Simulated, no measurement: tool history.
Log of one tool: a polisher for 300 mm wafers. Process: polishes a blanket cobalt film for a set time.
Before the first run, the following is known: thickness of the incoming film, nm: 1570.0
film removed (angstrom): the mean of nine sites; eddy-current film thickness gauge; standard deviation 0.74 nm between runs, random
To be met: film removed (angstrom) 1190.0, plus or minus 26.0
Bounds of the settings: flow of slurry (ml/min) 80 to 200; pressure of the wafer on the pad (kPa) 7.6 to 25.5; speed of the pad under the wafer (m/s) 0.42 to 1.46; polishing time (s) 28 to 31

| run | day | flow of slurry (ml/min) | pressure of the wafer on the pad (kPa) | speed of the pad under the wafer (m/s) | polishing time (s) | film removed (angstrom) |
|---|---|---|---|---|---|---|
| 1 | 0.000 | 130 | 16.5 | 0.94 | 31 | 1749.6 |
| 2 | 0.358 | 125 | 15.9 | 0.94 | 31 | 1676.8 |
| 3 | 0.483 | 120 | 15.2 | 0.94 | 31 | 1635.3 |
| 4 | 0.704 | 120 | 15.2 | 1.02 | 31 | 1755.7 |
| 5 | 0.921 | 120 | 14.5 | 1.02 | 31 | 1705.2 |
| 6 | 1.250 | 120 | 14.5 | 1.02 | 31 | 1710.6 |
| 7 | 1.358 | 90 | 10.3 | 1.02 | 31 | 1312.1 |
| 8 | 1.467 | 90 | 9.7 | 1.02 | 31 | 1248.0 |
|  | 1.546 | head pressure recalibrated |
| 9 | 1.546 | 90 | 9.0 | 1.02 | 31 | 1097.3 |
| 10 | 1.917 | 85 | 9.7 | 1.02 | 31 | 1148.5 |
| 11 | 2.192 | 100 | 10.3 | 1.02 | 31 | 1229.4 |

Which of these 4 next moves meets every target?
| A | 2.467 | 85 | 11.0 | 1.08 | 30 | ? |
| B | 2.467 | 115 | 9.7 | 1.00 | 31 | ? |
| C | 2.467 | 110 | 11.0 | 1.08 | 28 | ? |
| D | 2.467 | 80 | 8.3 | 1.30 | 30 | ? |

| move | film removed (angstrom) |
|---|---|
| A | 1280.9 |
| B | 1193.8 |
| C | 1250.6 |
| D | 1282.5 |
A: further off than the last run
B: meets every target
C: further off than the last run
D: further off than the last run
Go with B: it meets all targets.
